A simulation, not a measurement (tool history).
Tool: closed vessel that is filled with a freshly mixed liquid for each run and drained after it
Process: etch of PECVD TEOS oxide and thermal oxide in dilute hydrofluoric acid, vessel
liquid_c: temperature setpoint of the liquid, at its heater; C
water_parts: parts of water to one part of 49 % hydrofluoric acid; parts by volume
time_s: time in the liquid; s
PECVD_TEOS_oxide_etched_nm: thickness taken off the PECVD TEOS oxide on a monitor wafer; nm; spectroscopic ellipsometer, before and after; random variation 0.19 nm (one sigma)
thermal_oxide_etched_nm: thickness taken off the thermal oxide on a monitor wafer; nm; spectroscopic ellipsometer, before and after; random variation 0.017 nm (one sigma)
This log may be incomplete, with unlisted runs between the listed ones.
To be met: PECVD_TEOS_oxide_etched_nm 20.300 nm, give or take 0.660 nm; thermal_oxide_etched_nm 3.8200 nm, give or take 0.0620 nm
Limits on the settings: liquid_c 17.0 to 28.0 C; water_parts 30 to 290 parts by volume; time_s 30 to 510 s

run 1 day=0.000 | liquid_c=20.0 water_parts=160 time_s=260 | PECVD_TEOS_oxide_etched_nm=35.781 thermal_oxide_etched_nm=6.8034
run 2 day=0.317 | liquid_c=19.5 water_parts=175 time_s=260 | PECVD_TEOS_oxide_etched_nm=31.926 thermal_oxide_etched_nm=5.9562
run 3 day=0.400 | liquid_c=19.5 water_parts=200 time_s=260 | PECVD_TEOS_oxide_etched_nm=26.982 thermal_oxide_etched_nm=5.1088
run 4 day=0.696 | liquid_c=19.5 water_parts=200 time_s=185 | PECVD_TEOS_oxide_etched_nm=19.205 thermal_oxide_etched_nm=3.6197
run 5 day=1.004 | liquid_c=19.5 water_parts=200 time_s=230 | PECVD_TEOS_oxide_etched_nm=23.911 thermal_oxide_etched_nm=4.5275
run 6 day=1.233 | liquid_c=19.0 water_parts=200 time_s=230 | PECVD_TEOS_oxide_etched_nm=23.759 thermal_oxide_etched_nm=4.4340
run 7 day=1.292 | liquid_c=19.0 water_parts=205 time_s=230 | PECVD_TEOS_oxide_etched_nm=22.633 thermal_oxide_etched_nm=4.2749
-- day=1.612 hydrofluoric acid flow meter replaced
run 8 day=1.612 | liquid_c=18.5 water_parts=205 time_s=230 | PECVD_TEOS_oxide_etched_nm=21.106 thermal_oxide_etched_nm=3.9428

Below are 4 possible settings for the next run. Only one of them brings all results inside the allowed miss of their targets. Which is it?
run A day=1.933 | liquid_c=18.5 water_parts=230 time_s=255 | PECVD_TEOS_oxide_etched_nm=? thermal_oxide_etched_nm=?
run B day=1.933 | liquid_c=17.0 water_parts=205 time_s=245 | PECVD_TEOS_oxide_etched_nm=? thermal_oxide_etched_nm=?
run C day=1.933 | liquid_c=19.0 water_parts=225 time_s=255 | PECVD_TEOS_oxide_etched_nm=? thermal_oxide_etched_nm=?
run D day=1.933 | liquid_c=20.0 water_parts=200 time_s=220 | PECVD_TEOS_oxide_etched_nm=? thermal_oxide_etched_nm=?

move=A PECVD_TEOS_oxide_etched_nm=20.162 thermal_oxide_etched_nm=3.8129
move=B PECVD_TEOS_oxide_etched_nm=20.968 thermal_oxide_etched_nm=3.9652
move=C PECVD_TEOS_oxide_etched_nm=21.109 thermal_oxide_etched_nm=3.9920
move=D PECVD_TEOS_oxide_etched_nm=21.810 thermal_oxide_etched_nm=4.1244
A: hits every target within its allowed miss
B: misses by more than the last run did
C: misses by more than the last run did
D: misses by more than the last run did
So the answer is move A, the one that meets all the targets.

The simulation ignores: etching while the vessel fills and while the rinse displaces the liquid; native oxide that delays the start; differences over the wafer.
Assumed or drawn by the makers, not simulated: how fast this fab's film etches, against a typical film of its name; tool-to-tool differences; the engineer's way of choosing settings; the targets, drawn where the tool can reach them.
